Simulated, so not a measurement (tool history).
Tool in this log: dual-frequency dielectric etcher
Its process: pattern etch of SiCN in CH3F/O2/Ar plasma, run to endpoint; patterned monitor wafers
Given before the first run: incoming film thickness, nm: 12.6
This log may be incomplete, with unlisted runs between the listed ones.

run,hour,source power (W),bias power (W),endpoint time (s)
1,0.0,370,80,35.034
2,1.1,410,80,33.709
3,4.9,410,72,35.271
4,7.4,430,76,33.684
5,11.4,430,64,36.051
6,14.2,430,59,37.446
7,22.0,440,64,35.949
8,28.7,450,69,34.336
9,37.7,460,72,34.106
10,40.3,510,88,30.046

Run 11, settings as shown, results not yet in. Your forecast:
11,45.5,510,89,?

endpoint time (s): 30.050

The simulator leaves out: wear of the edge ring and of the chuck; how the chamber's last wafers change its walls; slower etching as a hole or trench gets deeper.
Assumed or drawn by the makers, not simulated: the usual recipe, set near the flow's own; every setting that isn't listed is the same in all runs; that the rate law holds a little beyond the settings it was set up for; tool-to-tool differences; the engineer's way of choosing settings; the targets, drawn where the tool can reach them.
